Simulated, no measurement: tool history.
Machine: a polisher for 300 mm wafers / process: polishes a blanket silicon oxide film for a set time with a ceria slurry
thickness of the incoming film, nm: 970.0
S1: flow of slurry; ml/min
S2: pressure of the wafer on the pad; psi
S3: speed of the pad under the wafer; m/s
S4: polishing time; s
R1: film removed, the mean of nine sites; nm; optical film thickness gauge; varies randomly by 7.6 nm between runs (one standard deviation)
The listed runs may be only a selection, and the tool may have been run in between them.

run  hour   S1   S2    S3   S4      R1
  1     0  275  2.1  0.84  120  342.02
  2   7.4  275  2.3  0.84  120  367.33
  3  13.7  315  2.3  0.84  120  388.16
  4  20.7  325  2.4  0.84  120  397.61
  5    22  325  2.8  0.84  120  460.23
  6  26.3  295  2.8  0.84  120  457.27
  7  32.5  295  2.9  0.84  120  462.95
  8  34.9  300    3  0.84  120  491.58

Estimate the outcome of run 9 from the log above:
  9  40.1  305  3.1  0.86  120   ?

R1: 519.73 nm
